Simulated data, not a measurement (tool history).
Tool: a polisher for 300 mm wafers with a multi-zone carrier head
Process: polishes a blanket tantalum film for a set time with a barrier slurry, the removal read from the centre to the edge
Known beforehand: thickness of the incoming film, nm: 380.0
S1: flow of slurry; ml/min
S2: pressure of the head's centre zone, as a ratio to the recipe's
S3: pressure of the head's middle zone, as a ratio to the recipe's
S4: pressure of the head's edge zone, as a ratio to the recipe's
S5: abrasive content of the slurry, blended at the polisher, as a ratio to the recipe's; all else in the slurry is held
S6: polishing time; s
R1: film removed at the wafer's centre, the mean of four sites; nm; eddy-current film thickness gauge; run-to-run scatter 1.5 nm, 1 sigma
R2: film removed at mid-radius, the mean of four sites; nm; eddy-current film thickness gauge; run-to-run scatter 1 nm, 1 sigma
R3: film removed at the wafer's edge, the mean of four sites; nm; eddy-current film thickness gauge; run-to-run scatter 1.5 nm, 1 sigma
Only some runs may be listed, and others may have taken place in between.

run 1 day=0 | S1=280 S2=1 S3=1 S4=1 S5=1 S6=56 | R1=141.78 R2=141.81 R3=140.86
run 2 day=0.242 | S1=330 S2=1 S3=1 S4=1 S5=1 S6=56 | R1=146.25 R2=146.09 R3=146.16
run 3 day=0.571 | S1=270 S2=1 S3=1 S4=1 S5=1 S6=56 | R1=142.77 R2=143.73 R3=141.04
run 4 day=0.646 | S1=270 S2=1 S3=1 S4=1 S5=0.9 S6=56 | R1=135.42 R2=139.16 R3=137.52
run 5 day=0.954 | S1=270 S2=1 S3=1 S4=1 S5=0.9 S6=67 | R1=165.7 R2=168.19 R3=167.79
run 6 day=1.033 | S1=245 S2=1 S3=1 S4=1 S5=0.9 S6=67 | R1=164.74 R2=166.06 R3=166.17

Predict the results of run 7:
run 7 day=1.4 | S1=240 S2=1 S3=1 S4=0.98 S5=0.85 S6=66 | R1=? R2=? R3=?

Run 7 produced R1 158.59 nm, R2 159.62 nm, R3 159.03 nm.
